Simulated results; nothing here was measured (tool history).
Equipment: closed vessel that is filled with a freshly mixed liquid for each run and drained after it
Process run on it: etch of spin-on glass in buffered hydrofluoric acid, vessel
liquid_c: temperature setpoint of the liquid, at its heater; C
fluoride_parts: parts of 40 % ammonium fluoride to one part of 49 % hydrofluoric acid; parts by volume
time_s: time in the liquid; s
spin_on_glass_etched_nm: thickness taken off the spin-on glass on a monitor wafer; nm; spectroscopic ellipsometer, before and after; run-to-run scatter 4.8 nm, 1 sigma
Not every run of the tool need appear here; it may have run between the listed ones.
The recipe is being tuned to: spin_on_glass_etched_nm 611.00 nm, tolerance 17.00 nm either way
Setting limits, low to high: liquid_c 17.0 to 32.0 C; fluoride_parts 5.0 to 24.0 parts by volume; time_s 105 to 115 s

{"run": 1, "hour": 0.0, "liquid_c": 24.0, "fluoride_parts": 14.5, "time_s": 105, "spin_on_glass_etched_nm": 245.96}
{"run": 2, "hour": 9.1, "liquid_c": 26.0, "fluoride_parts": 13.0, "time_s": 105, "spin_on_glass_etched_nm": 308.64}
{"run": 3, "hour": 14.7, "liquid_c": 26.0, "fluoride_parts": 11.0, "time_s": 105, "spin_on_glass_etched_nm": 362.94}
{"run": 4, "hour": 17.1, "liquid_c": 27.5, "fluoride_parts": 10.5, "time_s": 105, "spin_on_glass_etched_nm": 411.68}
{"run": 5, "hour": 26.0, "liquid_c": 26.0, "fluoride_parts": 10.5, "time_s": 105, "spin_on_glass_etched_nm": 378.75}
{"run": 6, "hour": 30.1, "liquid_c": 23.0, "fluoride_parts": 10.5, "time_s": 105, "spin_on_glass_etched_nm": 316.35}
{"run": 7, "hour": 38.1, "liquid_c": 25.0, "fluoride_parts": 10.0, "time_s": 105, "spin_on_glass_etched_nm": 378.08}
{"run": 8, "hour": 46.8, "liquid_c": 26.5, "fluoride_parts": 9.5, "time_s": 105, "spin_on_glass_etched_nm": 420.2}
{"run": 9, "hour": 51.2, "liquid_c": 28.0, "fluoride_parts": 9.5, "time_s": 105, "spin_on_glass_etched_nm": 459.5}
{"run": 10, "hour": 57.0, "liquid_c": 29.0, "fluoride_parts": 9.5, "time_s": 105, "spin_on_glass_etched_nm": 483.19}
{"run": 11, "hour": 62.2, "liquid_c": 29.5, "fluoride_parts": 9.5, "time_s": 105, "spin_on_glass_etched_nm": 496.89}
{"run": 12, "hour": 64.8, "liquid_c": 30.0, "fluoride_parts": 9.5, "time_s": 105, "spin_on_glass_etched_nm": 507.65}

Which of these 5 next moves meets every target?
{"run": "A", "hour": 67.4, "liquid_c": 32.0, "fluoride_parts": 8.5, "time_s": 105, "spin_on_glass_etched_nm": "?"}
{"run": "B", "hour": 67.4, "liquid_c": 27.5, "fluoride_parts": 8.0, "time_s": 115, "spin_on_glass_etched_nm": "?"}
{"run": "C", "hour": 67.4, "liquid_c": 30.0, "fluoride_parts": 8.5, "time_s": 110, "spin_on_glass_etched_nm": "?"}
{"run": "D", "hour": 67.4, "liquid_c": 31.5, "fluoride_parts": 9.0, "time_s": 105, "spin_on_glass_etched_nm": "?"}
{"run": "E", "hour": 67.4, "liquid_c": 30.5, "fluoride_parts": 8.5, "time_s": 105, "spin_on_glass_etched_nm": "?"}

move=A spin_on_glass_etched_nm=618.27
move=B spin_on_glass_etched_nm=570.99
move=C spin_on_glass_etched_nm=583.66
move=D spin_on_glass_etched_nm=566.26
move=E spin_on_glass_etched_nm=571.90
A: hits every target within its allowed miss
B: nearer the targets than the last run, but a result is still out of spec
C: nearer the targets than the last run, but a result is still out of spec
D: nearer the targets than the last run, but a result is still out of spec
E: nearer the targets than the last run, but a result is still out of spec
The move that meets every target is A.
